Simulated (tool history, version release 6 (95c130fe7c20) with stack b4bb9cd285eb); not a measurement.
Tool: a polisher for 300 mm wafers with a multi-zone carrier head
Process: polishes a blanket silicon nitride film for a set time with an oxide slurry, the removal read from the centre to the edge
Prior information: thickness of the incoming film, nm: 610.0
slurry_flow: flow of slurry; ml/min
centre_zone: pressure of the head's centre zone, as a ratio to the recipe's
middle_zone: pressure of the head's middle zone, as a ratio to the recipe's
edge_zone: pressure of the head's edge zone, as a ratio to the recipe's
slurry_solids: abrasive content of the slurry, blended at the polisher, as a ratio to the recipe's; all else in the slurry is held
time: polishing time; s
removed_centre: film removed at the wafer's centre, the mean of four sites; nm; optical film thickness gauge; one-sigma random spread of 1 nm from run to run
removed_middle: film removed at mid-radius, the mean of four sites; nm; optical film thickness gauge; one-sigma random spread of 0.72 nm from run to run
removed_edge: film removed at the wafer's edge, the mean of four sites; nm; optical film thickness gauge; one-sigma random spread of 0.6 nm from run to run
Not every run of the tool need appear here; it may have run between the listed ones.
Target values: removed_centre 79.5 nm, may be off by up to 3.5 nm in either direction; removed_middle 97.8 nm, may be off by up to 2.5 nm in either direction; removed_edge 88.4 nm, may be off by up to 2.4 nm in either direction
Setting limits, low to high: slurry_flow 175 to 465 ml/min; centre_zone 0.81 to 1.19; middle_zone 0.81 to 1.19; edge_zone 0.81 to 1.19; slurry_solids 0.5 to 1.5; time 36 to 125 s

{"run": 1, "day": 0.0, "slurry_flow": 295, "centre_zone": 1, "middle_zone": 1, "edge_zone": 1, "slurry_solids": 1, "time": 80, "removed_centre": 57.859, "removed_middle": 57.603, "removed_edge": 59.465}
{"run": 2, "day": 0.242, "slurry_flow": 295, "centre_zone": 1, "middle_zone": 1, "edge_zone": 1.07, "slurry_solids": 1, "time": 80, "removed_centre": 57.207, "removed_middle": 57.142, "removed_edge": 60.403}
{"run": 3, "day": 0.467, "slurry_flow": 250, "centre_zone": 1, "middle_zone": 1, "edge_zone": 1.07, "slurry_solids": 1, "time": 80, "removed_centre": 57.509, "removed_middle": 56.538, "removed_edge": 59.92}
{"run": 4, "day": 0.767, "slurry_flow": 260, "centre_zone": 0.99, "middle_zone": 1.04, "edge_zone": 1.08, "slurry_solids": 1.1, "time": 83, "removed_centre": 61.922, "removed_middle": 64.026, "removed_edge": 65.381}
{"run": 5, "day": 1.008, "slurry_flow": 260, "centre_zone": 0.99, "middle_zone": 1.04, "edge_zone": 1.01, "slurry_solids": 1.1, "time": 83, "removed_centre": 61.358, "removed_middle": 63.728, "removed_edge": 62.763}
{"run": 6, "day": 1.371, "slurry_flow": 280, "centre_zone": 0.98, "middle_zone": 1.07, "edge_zone": 1.05, "slurry_solids": 1.2, "time": 85, "removed_centre": 63.765, "removed_middle": 69.915, "removed_edge": 69.598}
{"run": 7, "day": 1.529, "slurry_flow": 285, "centre_zone": 0.99, "middle_zone": 1.1, "edge_zone": 1.05, "slurry_solids": 1.25, "time": 87, "removed_centre": 68.598, "removed_middle": 76.188, "removed_edge": 71.607}
{"run": 8, "day": 1.558, "slurry_flow": 295, "centre_zone": 0.99, "middle_zone": 1.12, "edge_zone": 1.08, "slurry_solids": 1.3, "time": 88, "removed_centre": 69.996, "removed_middle": 78.342, "removed_edge": 74.731}
{"run": 9, "day": 1.654, "slurry_flow": 295, "centre_zone": 0.98, "middle_zone": 1.13, "edge_zone": 1.08, "slurry_solids": 1.35, "time": 90, "removed_centre": 72.989, "removed_middle": 82.248, "removed_edge": 78.116}
{"run": 10, "day": 1.9, "slurry_flow": 365, "centre_zone": 0.92, "middle_zone": 1.19, "edge_zone": 1.09, "slurry_solids": 1.5, "time": 94, "removed_centre": 75.224, "removed_middle": 95.411, "removed_edge": 86.365}

Pick the move, out of 4, that brings all results within their allowed miss; only one does.
{"run": "A", "day": 2.146, "slurry_flow": 305, "centre_zone": 0.93, "middle_zone": 1.08, "edge_zone": 1.09, "slurry_solids": 1.3, "time": 107, "removed_centre": "?", "removed_middle": "?", "removed_edge": "?"}
{"run": "B", "day": 2.146, "slurry_flow": 215, "centre_zone": 0.81, "middle_zone": 1.08, "edge_zone": 1.12, "slurry_solids": 1.45, "time": 108, "removed_centre": "?", "removed_middle": "?", "removed_edge": "?"}
{"run": "C", "day": 2.146, "slurry_flow": 380, "centre_zone": 0.94, "middle_zone": 1.18, "edge_zone": 1.1, "slurry_solids": 1.5, "time": 96, "removed_centre": "?", "removed_middle": "?", "removed_edge": "?"}
{"run": "D", "day": 2.146, "slurry_flow": 295, "centre_zone": 0.9, "middle_zone": 1.19, "edge_zone": 1.02, "slurry_solids": 1.45, "time": 95, "removed_centre": "?", "removed_middle": "?", "removed_edge": "?"}

move=A removed_centre=81.237 removed_middle=92.867 removed_edge=92.02
move=B removed_centre=71.524 removed_middle=94.439 removed_edge=95.676
move=C removed_centre=79.584 removed_middle=96.86 removed_edge=88.867
move=D removed_centre=72.704 removed_middle=93.364 removed_edge=82.27
A: puts the biggest miss on target and leaves a different result outside tolerance
B: misses by more than the last run did
C: meets every target
D: misses by more than the last run did
The right move is C.

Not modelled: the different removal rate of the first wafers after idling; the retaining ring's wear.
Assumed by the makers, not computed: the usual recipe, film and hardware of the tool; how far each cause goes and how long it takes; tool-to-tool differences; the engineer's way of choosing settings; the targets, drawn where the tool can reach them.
